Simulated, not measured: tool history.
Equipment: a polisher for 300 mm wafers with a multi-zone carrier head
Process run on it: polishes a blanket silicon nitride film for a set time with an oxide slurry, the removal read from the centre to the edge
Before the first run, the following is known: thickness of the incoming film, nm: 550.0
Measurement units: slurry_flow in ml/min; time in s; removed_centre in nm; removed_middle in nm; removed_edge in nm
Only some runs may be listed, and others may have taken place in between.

run  hour  slurry_flow  centre_zone  middle_zone  edge_zone  slurry_solids  time  removed_centre  removed_middle  removed_edge
  1   0.0          245         1.00         1.00       1.00           1.00    61          20.343          20.495        21.342
  2   6.4          245         1.00         1.00       1.00           1.10    61          20.961          20.893        21.830
  3   6.9          255         1.03         1.01       1.02           1.15    62          22.359          22.178        22.991
  4  14.9          255         1.03         0.97       1.02           1.15    62          22.615          21.700        22.970
  5  23.0          255         1.03         1.02       1.02           1.15    62          22.181          22.158        23.152
  6  29.2          255         1.09         1.02       1.02           1.15    62          23.744          22.313        22.568
  7  31.5          265         1.10         1.02       1.03           1.20    63          25.270          23.011        23.772
  8  39.5          265         1.10         1.02       1.03           1.20    63          24.872          23.126        23.807

What will run 9 give?
  9  41.8          330         1.19         1.06       1.13           1.45    64               ?               ?             ?

removed_centre: 30.584 nm
removed_middle: 26.827 nm
removed_edge: 27.947 nm
